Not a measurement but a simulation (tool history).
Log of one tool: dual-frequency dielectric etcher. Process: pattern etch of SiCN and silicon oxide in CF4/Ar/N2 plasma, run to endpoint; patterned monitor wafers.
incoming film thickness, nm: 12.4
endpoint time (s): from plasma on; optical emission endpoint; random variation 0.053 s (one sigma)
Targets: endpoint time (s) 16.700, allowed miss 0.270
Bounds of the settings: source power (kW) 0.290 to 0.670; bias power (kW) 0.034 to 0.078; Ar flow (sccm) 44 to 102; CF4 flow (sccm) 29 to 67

| run | hour | source power (kW) | bias power (kW) | Ar flow (sccm) | CF4 flow (sccm) | endpoint time (s) |
|---|---|---|---|---|---|---|
| 1 | 0.0 | 0.480 | 0.056 | 73 | 48 | 14.615 |
| 2 | 0.8 | 0.480 | 0.065 | 73 | 48 | 14.110 |
| 3 | 6.7 | 0.460 | 0.065 | 73 | 48 | 14.481 |
| 4 | 9.5 | 0.440 | 0.065 | 73 | 48 | 14.947 |
| 5 | 10.7 | 0.420 | 0.065 | 73 | 48 | 15.578 |
| 6 | 17.1 | 0.420 | 0.065 | 73 | 43 | 15.697 |
| 7 | 21.7 | 0.420 | 0.065 | 73 | 43 | 15.866 |
| 8 | 22.4 | 0.410 | 0.065 | 73 | 43 | 15.990 |
| 9 | 25.3 | 0.400 | 0.065 | 73 | 43 | 16.311 |

Which of these 5 next moves meets every target?
| A | 28.2 | 0.400 | 0.068 | 69 | 45 | ? |
| B | 28.2 | 0.390 | 0.078 | 74 | 44 | ? |
| C | 28.2 | 0.420 | 0.063 | 72 | 45 | ? |
| D | 28.2 | 0.400 | 0.044 | 44 | 47 | ? |
| E | 28.2 | 0.410 | 0.076 | 80 | 36 | ? |

| move | endpoint time (s) |
|---|---|
| A | 15.876 |
| B | 15.742 |
| C | 15.730 |
| D | 16.579 |
| E | 15.822 |
A: further off than the last run
B: further off than the last run
C: further off than the last run
D: meets every target
E: further off than the last run
The right move is D.
